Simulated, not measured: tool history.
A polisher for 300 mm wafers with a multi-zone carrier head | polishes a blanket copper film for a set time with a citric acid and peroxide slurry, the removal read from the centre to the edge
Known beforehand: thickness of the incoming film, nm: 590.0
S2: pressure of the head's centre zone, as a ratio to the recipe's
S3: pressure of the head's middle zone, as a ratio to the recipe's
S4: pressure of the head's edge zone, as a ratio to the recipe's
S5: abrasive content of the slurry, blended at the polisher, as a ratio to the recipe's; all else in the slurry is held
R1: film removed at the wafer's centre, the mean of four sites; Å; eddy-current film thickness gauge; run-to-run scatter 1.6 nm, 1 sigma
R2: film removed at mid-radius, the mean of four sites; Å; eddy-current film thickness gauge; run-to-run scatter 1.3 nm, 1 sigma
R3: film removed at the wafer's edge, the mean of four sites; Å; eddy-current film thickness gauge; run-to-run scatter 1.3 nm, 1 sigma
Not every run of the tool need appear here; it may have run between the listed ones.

Run 1, day 0: flow of slurry (ml/min) 320, S2 1, S3 1, S4 1, S5 1, polishing time (s) 71. Result: R1 2010.8 Å, R2 2086.8 Å, R3 2012.9 Å.
Run 2, day 0.108: flow of slurry (ml/min) 315, S2 0.99, S3 0.97, S4 1, S5 0.9, polishing time (s) 64. Result: R1 1807.8 Å, R2 1683.9 Å, R3 1762.8 Å.
Run 3, day 0.438: flow of slurry (ml/min) 355, S2 0.99, S3 0.97, S4 1, S5 0.9, polishing time (s) 64. Result: R1 1784 Å, R2 1767.2 Å, R3 1724.9 Å.
Run 4, day 0.521: flow of slurry (ml/min) 350, S2 0.96, S3 0.96, S4 1.01, S5 0.8, polishing time (s) 60. Result: R1 1562.2 Å, R2 1606.2 Å, R3 1591.6 Å.
Run 5, day 0.754: flow of slurry (ml/min) 350, S2 0.96, S3 0.96, S4 1.01, S5 0.8, polishing time (s) 52. Result: R1 1376.9 Å, R2 1345.4 Å, R3 1402.2 Å.
Run 6, day 1.062: flow of slurry (ml/min) 350, S2 1.02, S3 0.96, S4 1.01, S5 0.8, polishing time (s) 52. Result: R1 1468.9 Å, R2 1360.3 Å, R3 1377.1 Å.
Run 7, day 1.229: flow of slurry (ml/min) 345, S2 1, S3 0.94, S4 1.01, S5 0.75, polishing time (s) 50. Result: R1 1372 Å, R2 1247.5 Å, R3 1314 Å.
Run 8, day 1.258: flow of slurry (ml/min) 345, S2 0.98, S3 0.92, S4 1.01, S5 0.7, polishing time (s) 49. Result: R1 1259.3 Å, R2 1200.3 Å, R3 1268 Å.
Run 9, day 1.592: flow of slurry (ml/min) 330, S2 0.98, S3 0.82, S4 1.02, S5 0.5, polishing time (s) 45. Result: R1 1045.1 Å, R2 895.49 Å, R3 1040.1 Å.
Run 10, day 1.962: flow of slurry (ml/min) 330, S2 0.98, S3 0.83, S4 1.03, S5 0.5, polishing time (s) 45. Result: R1 1037.3 Å, R2 913.44 Å, R3 1055.2 Å.
Run 11, day 2.175: flow of slurry (ml/min) 330, S2 0.98, S3 0.84, S4 1.04, S5 0.5, polishing time (s) 45. Result: R1 1033.5 Å, R2 893.07 Å, R3 1049.9 Å.
Run 12, day 2.304: flow of slurry (ml/min) 335, S2 0.97, S3 0.85, S4 1.05, S5 0.5, polishing time (s) 45. Result: R1 1044.3 Å, R2 937.01 Å, R3 1055.2 Å.

What will run 13 give?
Run 13, day 2.533: flow of slurry (ml/min) 335, S2 0.96, S3 0.85, S4 1.05, S5 0.55, polishing time (s) 45. Result: R1 ?, R2 ?, R3 ?.

Logged for run 13: R1 1041.4 Å, R2 951.1 Å, R3 1078.1 Å.
